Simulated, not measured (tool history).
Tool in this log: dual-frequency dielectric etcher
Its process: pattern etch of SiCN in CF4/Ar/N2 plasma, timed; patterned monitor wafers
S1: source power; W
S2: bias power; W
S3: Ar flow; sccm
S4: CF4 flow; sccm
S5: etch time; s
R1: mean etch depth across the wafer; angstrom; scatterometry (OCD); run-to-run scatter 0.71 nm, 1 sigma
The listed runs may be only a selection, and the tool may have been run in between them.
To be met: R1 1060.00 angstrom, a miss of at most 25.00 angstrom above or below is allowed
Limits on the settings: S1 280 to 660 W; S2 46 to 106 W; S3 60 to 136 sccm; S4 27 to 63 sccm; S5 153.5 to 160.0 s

run 1 day=0.000 | S1=470 S2=76 S3=98 S4=45 S5=153.5 | R1=1294.00
run 2 day=0.121 | S1=470 S2=76 S3=98 S4=41 S5=153.5 | R1=1263.00
run 3 day=0.304 | S1=470 S2=83 S3=98 S4=41 S5=153.5 | R1=1307.90
run 4 day=0.396 | S1=550 S2=83 S3=98 S4=41 S5=153.5 | R1=1565.20
run 5 day=0.475 | S1=520 S2=83 S3=98 S4=41 S5=153.5 | R1=1474.00
run 6 day=0.671 | S1=520 S2=73 S3=98 S4=41 S5=153.5 | R1=1388.20
run 7 day=0.758 | S1=500 S2=73 S3=98 S4=41 S5=153.5 | R1=1332.40
run 8 day=1.125 | S1=480 S2=73 S3=98 S4=41 S5=153.5 | R1=1266.30

5 candidate next runs follow, results not yet known. Just one meets every target within its allowed miss. Identify it.
run A day=1.492 | S1=480 S2=50 S3=99 S4=38 S5=158.5 | R1=?
run B day=1.492 | S1=520 S2=60 S3=107 S4=32 S5=156.5 | R1=?
run C day=1.492 | S1=380 S2=70 S3=105 S4=41 S5=153.5 | R1=?
run D day=1.492 | S1=380 S2=70 S3=88 S4=32 S5=153.5 | R1=?
run E day=1.492 | S1=570 S2=68 S3=87 S4=45 S5=160.0 | R1=?

move=A R1=1067.20
move=B R1=1205.50
move=C R1=960.99
move=D R1=952.32
move=E R1=1584.50
A: every result lands within tolerance
B: moves toward the targets from the last run without getting all of them in spec
C: takes the result that was furthest off past its target
D: takes the result that was furthest off past its target
E: further off than the last run
The right move is A.

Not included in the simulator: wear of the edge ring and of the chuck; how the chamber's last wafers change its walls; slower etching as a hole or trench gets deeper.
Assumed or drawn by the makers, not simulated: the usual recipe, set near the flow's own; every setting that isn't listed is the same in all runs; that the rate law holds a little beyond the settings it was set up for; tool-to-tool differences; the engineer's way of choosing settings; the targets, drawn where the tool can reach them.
